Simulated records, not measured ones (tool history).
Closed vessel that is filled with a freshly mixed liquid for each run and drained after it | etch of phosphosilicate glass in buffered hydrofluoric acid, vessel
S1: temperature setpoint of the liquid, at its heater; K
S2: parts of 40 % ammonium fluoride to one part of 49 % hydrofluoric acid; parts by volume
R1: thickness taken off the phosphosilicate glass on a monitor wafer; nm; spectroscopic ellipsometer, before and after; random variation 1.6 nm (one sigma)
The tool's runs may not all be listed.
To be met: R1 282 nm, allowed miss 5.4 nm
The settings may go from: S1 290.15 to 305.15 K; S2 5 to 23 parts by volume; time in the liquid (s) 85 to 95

{"run": 1, "hour": 0.0, "S1": 297.15, "S2": 14, "time in the liquid (s)": 85, "R1": 190.85}
{"run": 2, "hour": 4.9, "S1": 297.15, "S2": 11.5, "time in the liquid (s)": 85, "R1": 231.01}
{"run": 3, "hour": 13.0, "S1": 297.65, "S2": 11.5, "time in the liquid (s)": 85, "R1": 237.63}
{"run": 4, "hour": 21.9, "S1": 297.65, "S2": 9, "time in the liquid (s)": 85, "R1": 290.94}
{"run": 5, "hour": 23.0, "S1": 297.65, "S2": 9, "time in the liquid (s)": 85, "R1": 291.77}
{"run": 6, "hour": 28.2, "S1": 297.65, "S2": 5.5, "time in the liquid (s)": 85, "R1": 469.01}
{"run": 7, "hour": 34.8, "S1": 293.65, "S2": 6.5, "time in the liquid (s)": 85, "R1": 326.95}
{"run": 8, "hour": 37.8, "S1": 293.15, "S2": 6.5, "time in the liquid (s)": 85, "R1": 314.44}
{"run": 9, "hour": 42.7, "S1": 292.65, "S2": 6.5, "time in the liquid (s)": 85, "R1": 308.37}
{"run": 10, "hour": 51.3, "S1": 292.15, "S2": 6.5, "time in the liquid (s)": 85, "R1": 297.58}

5 next moves are on the table. One of them brings every result within its allowed miss. Which?
{"run": "A", "hour": 59.9, "S1": 293.65, "S2": 7, "time in the liquid (s)": 90, "R1": "?"}
{"run": "B", "hour": 59.9, "S1": 295.65, "S2": 8, "time in the liquid (s)": 85, "R1": "?"}
{"run": "C", "hour": 59.9, "S1": 290.15, "S2": 6.5, "time in the liquid (s)": 95, "R1": "?"}
{"run": "D", "hour": 59.9, "S1": 291.15, "S2": 6.5, "time in the liquid (s)": 85, "R1": "?"}
{"run": "E", "hour": 59.9, "S1": 290.15, "S2": 5.5, "time in the liquid (s)": 85, "R1": "?"}

move=A R1=322.44
move=B R1=298.25
move=C R1=297.96
move=D R1=282.19
move=E R1=307.3
A: further off than the last run
B: as far off as the last run
C: as far off as the last run
D: meets every target
E: further off than the last run
Move D is the one to make.
